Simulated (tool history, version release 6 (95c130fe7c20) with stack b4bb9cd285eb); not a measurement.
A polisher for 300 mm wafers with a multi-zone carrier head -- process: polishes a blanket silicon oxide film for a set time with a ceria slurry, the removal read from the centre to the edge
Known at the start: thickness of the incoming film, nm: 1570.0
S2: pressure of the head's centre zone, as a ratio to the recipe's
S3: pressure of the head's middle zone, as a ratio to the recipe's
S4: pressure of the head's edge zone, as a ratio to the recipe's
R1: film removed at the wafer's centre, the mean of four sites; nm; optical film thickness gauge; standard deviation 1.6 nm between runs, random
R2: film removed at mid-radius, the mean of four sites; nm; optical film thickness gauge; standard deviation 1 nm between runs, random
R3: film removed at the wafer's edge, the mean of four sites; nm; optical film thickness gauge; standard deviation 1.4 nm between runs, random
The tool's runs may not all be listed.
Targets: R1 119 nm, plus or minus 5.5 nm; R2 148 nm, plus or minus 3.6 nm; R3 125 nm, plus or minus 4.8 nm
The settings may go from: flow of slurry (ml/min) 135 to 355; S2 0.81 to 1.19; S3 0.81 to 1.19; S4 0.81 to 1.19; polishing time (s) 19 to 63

{"run": 1, "hour": 0.0, "flow of slurry (ml/min)": 225, "S2": 1, "S3": 1, "S4": 1, "polishing time (s)": 41, "R1": 214.72, "R2": 219.62, "R3": 206.79}
{"run": 2, "hour": 4.0, "flow of slurry (ml/min)": 225, "S2": 1, "S3": 1, "S4": 1.06, "polishing time (s)": 41, "R1": 220.44, "R2": 218.72, "R3": 211.88}
{"run": 3, "hour": 12.3, "flow of slurry (ml/min)": 225, "S2": 1.07, "S3": 1, "S4": 1.06, "polishing time (s)": 41, "R1": 233.69, "R2": 224.14, "R3": 211.45}
{"run": 4, "hour": 17.7, "flow of slurry (ml/min)": 225, "S2": 1, "S3": 1, "S4": 1.06, "polishing time (s)": 41, "R1": 218.23, "R2": 218.41, "R3": 208.87}
{"hour": 22.5, "done": "edge zone pressure recalibrated"}
{"run": 5, "hour": 22.5, "flow of slurry (ml/min)": 225, "S2": 0.98, "S3": 1.02, "S4": 1.04, "polishing time (s)": 38, "R1": 194.66, "R2": 206.76, "R3": 199.84}
{"run": 6, "hour": 29.9, "flow of slurry (ml/min)": 195, "S2": 0.98, "S3": 1.02, "S4": 1.04, "polishing time (s)": 38, "R1": 190.11, "R2": 202.6, "R3": 201.3}
{"run": 7, "hour": 33.8, "flow of slurry (ml/min)": 260, "S2": 0.88, "S3": 1.05, "S4": 0.94, "polishing time (s)": 27, "R1": 127.84, "R2": 153.96, "R3": 140.93}
{"run": 8, "hour": 38.7, "flow of slurry (ml/min)": 265, "S2": 0.88, "S3": 1.06, "S4": 0.92, "polishing time (s)": 27, "R1": 130.21, "R2": 157.93, "R3": 138.1}

Consider the 4 candidate settings below. Which is the only one whose results all fall within their allowed miss of target?
{"run": "A", "hour": 43.6, "flow of slurry (ml/min)": 275, "S2": 1.03, "S3": 1.13, "S4": 0.81, "polishing time (s)": 24, "R1": "?", "R2": "?", "R3": "?"}
{"run": "B", "hour": 43.6, "flow of slurry (ml/min)": 290, "S2": 0.85, "S3": 1, "S4": 1.05, "polishing time (s)": 25, "R1": "?", "R2": "?", "R3": "?"}
{"run": "C", "hour": 43.6, "flow of slurry (ml/min)": 245, "S2": 0.89, "S3": 1.03, "S4": 0.87, "polishing time (s)": 28, "R1": "?", "R2": "?", "R3": "?"}
{"run": "D", "hour": 43.6, "flow of slurry (ml/min)": 290, "S2": 0.87, "S3": 1.09, "S4": 0.87, "polishing time (s)": 25, "R1": "?", "R2": "?", "R3": "?"}

move=A R1=135.89 R2=146.34 R3=114.35
move=B R1=119.68 R2=138.23 R3=135.21
move=C R1=136.7 R2=155.67 R3=136.46
move=D R1=122.27 R2=148.76 R3=123.56
A: corrects the largest miss of the last run, while another result sits out of spec
B: carries the result that was furthest off beyond its target, to the other side
C: its largest miss is bigger than the last run's
D: hits every target within its allowed miss
The move that meets every target is D.

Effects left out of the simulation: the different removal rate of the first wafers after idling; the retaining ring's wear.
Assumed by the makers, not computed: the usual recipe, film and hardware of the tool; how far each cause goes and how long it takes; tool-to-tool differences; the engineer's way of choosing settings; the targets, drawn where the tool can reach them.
